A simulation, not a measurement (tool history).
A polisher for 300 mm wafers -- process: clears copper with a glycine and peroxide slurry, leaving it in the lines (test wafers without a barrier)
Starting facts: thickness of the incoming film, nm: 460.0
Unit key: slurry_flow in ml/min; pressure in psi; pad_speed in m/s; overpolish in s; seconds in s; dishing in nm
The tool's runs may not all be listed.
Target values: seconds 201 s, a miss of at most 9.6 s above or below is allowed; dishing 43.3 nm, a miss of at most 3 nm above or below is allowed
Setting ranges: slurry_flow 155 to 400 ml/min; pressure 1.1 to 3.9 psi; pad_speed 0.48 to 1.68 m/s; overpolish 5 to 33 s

run 1 hour=0 | slurry_flow=255 pressure=2.5 pad_speed=1.08 overpolish=17 | seconds=93.875 dishing=50.639
run 2 hour=8.3 | slurry_flow=255 pressure=2.2 pad_speed=1.08 overpolish=17 | seconds=102.3 dishing=49.171
run 3 hour=11.8 | slurry_flow=250 pressure=1.8 pad_speed=0.94 overpolish=19 | seconds=128.85 dishing=45.833
run 4 hour=20.1 | slurry_flow=245 pressure=1.6 pad_speed=0.84 overpolish=21 | seconds=155.95 dishing=43.471
run 5 hour=28.2 | slurry_flow=200 pressure=1.6 pad_speed=0.84 overpolish=21 | seconds=151.97 dishing=43.798
run 6 hour=36.3 | slurry_flow=200 pressure=1.6 pad_speed=0.94 overpolish=21 | seconds=143.08 dishing=44.68
run 7 hour=36.9 | slurry_flow=190 pressure=1.1 pad_speed=0.64 overpolish=26 | seconds=225.28 dishing=36.718
run 8 hour=42.6 | slurry_flow=190 pressure=1.2 pad_speed=0.64 overpolish=27 | seconds=214.14 dishing=40.514

Of the 5 settings listed for the next run, only one would bring every result within its allowed miss of target. Which one?
run A hour=48.3 | slurry_flow=305 pressure=1.1 pad_speed=0.56 overpolish=32 | seconds=? dishing=?
run B hour=48.3 | slurry_flow=210 pressure=1.1 pad_speed=0.66 overpolish=23 | seconds=? dishing=?
run C hour=48.3 | slurry_flow=155 pressure=1.1 pad_speed=0.62 overpolish=29 | seconds=? dishing=?
run D hour=48.3 | slurry_flow=220 pressure=1.5 pad_speed=0.6 overpolish=27 | seconds=? dishing=?
run E hour=48.3 | slurry_flow=195 pressure=1.4 pad_speed=0.6 overpolish=25 | seconds=? dishing=?

move=A seconds=231.39 dishing=43.307
move=B seconds=218.59 dishing=34.185
move=C seconds=236.29 dishing=39.027
move=D seconds=200.87 dishing=42.273
move=E seconds=210.45 dishing=38.129
A: misses by more than the last run did
B: misses by more than the last run did
C: misses by more than the last run did
D: every result within its allowed miss
E: the furthest-off result lands on target, but another misses its tolerance
Move D is the one to make.
